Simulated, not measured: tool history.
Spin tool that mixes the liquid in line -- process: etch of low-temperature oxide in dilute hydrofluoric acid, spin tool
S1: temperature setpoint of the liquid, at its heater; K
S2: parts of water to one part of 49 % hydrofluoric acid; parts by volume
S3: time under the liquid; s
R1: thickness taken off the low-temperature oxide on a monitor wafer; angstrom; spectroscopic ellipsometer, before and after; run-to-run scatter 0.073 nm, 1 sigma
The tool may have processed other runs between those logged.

Run 1, day 0: S1 293.15 K, S2 130 parts by volume, S3 50 s. Result: R1 98.366 angstrom.
Run 2, day 0.067: S1 293.15 K, S2 130 parts by volume, S3 55 s. Result: R1 108.11 angstrom.
Run 3, day 0.296: S1 294.15 K, S2 125 parts by volume, S3 55 s. Result: R1 117.91 angstrom.
Run 4, day 0.583: S1 294.15 K, S2 125 parts by volume, S3 55 s. Result: R1 118.46 angstrom.
Run 5, day 0.762: S1 294.65 K, S2 120 parts by volume, S3 55 s. Result: R1 126.45 angstrom.
Run 6, day 0.892: S1 295.15 K, S2 120 parts by volume, S3 55 s. Result: R1 129.8 angstrom.
At day 0.921: hydrofluoric acid flow meter replaced.
Run 7, day 0.921: S1 295.65 K, S2 120 parts by volume, S3 55 s. Result: R1 144.95 angstrom.
Run 8, day 1.296: S1 296.15 K, S2 120 parts by volume, S3 55 s. Result: R1 149.24 angstrom.
Run 9, day 1.662: S1 297.15 K, S2 120 parts by volume, S3 55 s. Result: R1 154.42 angstrom.
Run 10, day 1.742: S1 298.15 K, S2 120 parts by volume, S3 55 s. Result: R1 159.91 angstrom.
Run 11, day 2.092: S1 299.15 K, S2 120 parts by volume, S3 55 s. Result: R1 166.32 angstrom.

Run 12 comes next. What will it give?
Run 12, day 2.321: S1 299.65 K, S2 120 parts by volume, S3 55 s. Result: R1 ?.

{"run 12": {"R1": 169.22}}
